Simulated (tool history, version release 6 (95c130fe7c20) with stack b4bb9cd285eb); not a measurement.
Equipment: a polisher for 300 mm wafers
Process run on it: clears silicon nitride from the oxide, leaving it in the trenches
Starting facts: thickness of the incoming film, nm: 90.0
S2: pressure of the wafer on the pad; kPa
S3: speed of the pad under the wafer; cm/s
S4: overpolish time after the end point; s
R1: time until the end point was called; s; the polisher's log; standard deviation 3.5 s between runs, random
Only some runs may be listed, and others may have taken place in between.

{"run": 1, "hour": 0.0, "flow of slurry (ml/min)": 125, "S2": 13.8, "S3": 124, "S4": 29, "R1": 141.1}
{"run": 2, "hour": 5.3, "flow of slurry (ml/min)": 115, "S2": 13.8, "S3": 124, "S4": 29, "R1": 142.31}
{"run": 3, "hour": 11.4, "flow of slurry (ml/min)": 115, "S2": 13.8, "S3": 102, "S4": 29, "R1": 165.31}
{"run": 4, "hour": 17.4, "flow of slurry (ml/min)": 115, "S2": 13.8, "S3": 126, "S4": 29, "R1": 140.18}
{"run": 5, "hour": 18.9, "flow of slurry (ml/min)": 125, "S2": 13.8, "S3": 126, "S4": 29, "R1": 138.29}
{"run": 6, "hour": 21.1, "flow of slurry (ml/min)": 105, "S2": 13.8, "S3": 126, "S4": 29, "R1": 143.26}
{"run": 7, "hour": 25.2, "flow of slurry (ml/min)": 105, "S2": 13.1, "S3": 126, "S4": 29, "R1": 151.89}
{"run": 8, "hour": 31.8, "flow of slurry (ml/min)": 100, "S2": 9, "S3": 120, "S4": 29, "R1": 201.24}

For run 9, what comes out?
{"run": 9, "hour": 34.1, "flow of slurry (ml/min)": 95, "S2": 6.2, "S3": 116, "S4": 29, "R1": "?"}

For run 9 the tool returned R1 269.38 s.
